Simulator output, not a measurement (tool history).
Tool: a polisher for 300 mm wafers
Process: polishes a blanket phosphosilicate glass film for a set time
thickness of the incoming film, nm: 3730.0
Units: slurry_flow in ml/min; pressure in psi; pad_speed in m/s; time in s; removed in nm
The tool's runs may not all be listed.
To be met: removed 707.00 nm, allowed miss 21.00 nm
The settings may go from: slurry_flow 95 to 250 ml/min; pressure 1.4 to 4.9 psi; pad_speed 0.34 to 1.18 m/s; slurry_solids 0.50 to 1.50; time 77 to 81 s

{"run": 1, "hour": 0.0, "slurry_flow": 160, "pressure": 3.1, "pad_speed": 0.76, "slurry_solids": 1.0, "time": 77, "removed": 508.43}
{"run": 2, "hour": 6.7, "slurry_flow": 165, "pressure": 3.3, "pad_speed": 0.76, "slurry_solids": 1.0, "time": 77, "removed": 537.72}
{"run": 3, "hour": 7.8, "slurry_flow": 170, "pressure": 3.5, "pad_speed": 0.76, "slurry_solids": 1.0, "time": 77, "removed": 567.49}
{"run": 4, "hour": 15.5, "slurry_flow": 170, "pressure": 3.0, "pad_speed": 0.76, "slurry_solids": 1.0, "time": 77, "removed": 484.47}
{"run": 5, "hour": 20.7, "slurry_flow": 170, "pressure": 3.3, "pad_speed": 0.76, "slurry_solids": 1.0, "time": 77, "removed": 539.02}
{"run": 6, "hour": 22.0, "slurry_flow": 170, "pressure": 2.9, "pad_speed": 0.76, "slurry_solids": 1.0, "time": 77, "removed": 472.72}
{"run": 7, "hour": 28.8, "slurry_flow": 170, "pressure": 3.2, "pad_speed": 0.76, "slurry_solids": 1.0, "time": 77, "removed": 518.9}
{"run": 8, "hour": 32.1, "slurry_flow": 170, "pressure": 3.5, "pad_speed": 0.76, "slurry_solids": 1.0, "time": 77, "removed": 573.52}
{"run": 9, "hour": 37.4, "slurry_flow": 170, "pressure": 3.7, "pad_speed": 0.76, "slurry_solids": 1.0, "time": 77, "removed": 589.71}
{"run": 10, "hour": 41.2, "slurry_flow": 170, "pressure": 3.9, "pad_speed": 0.76, "slurry_solids": 1.0, "time": 77, "removed": 636.13}
{"run": 11, "hour": 42.4, "slurry_flow": 170, "pressure": 4.0, "pad_speed": 0.76, "slurry_solids": 1.0, "time": 77, "removed": 634.19}

Which of these 4 next moves meets every target?
{"run": "A", "hour": 43.6, "slurry_flow": 205, "pressure": 4.7, "pad_speed": 0.62, "slurry_solids": 1.05, "time": 81, "removed": "?"}
{"run": "B", "hour": 43.6, "slurry_flow": 185, "pressure": 4.1, "pad_speed": 0.54, "slurry_solids": 1.2, "time": 77, "removed": "?"}
{"run": "C", "hour": 43.6, "slurry_flow": 205, "pressure": 4.3, "pad_speed": 0.7, "slurry_solids": 0.95, "time": 78, "removed": "?"}
{"run": "D", "hour": 43.6, "slurry_flow": 195, "pressure": 4.1, "pad_speed": 0.82, "slurry_solids": 0.8, "time": 79, "removed": "?"}

move=A removed=698.66
move=B removed=540.31
move=C removed=653.80
move=D removed=665.82
A: meets every target
B: further off than the last run
C: nearer than the last run, and not there yet
D: nearer than the last run, and not there yet
Move A is the one to make.
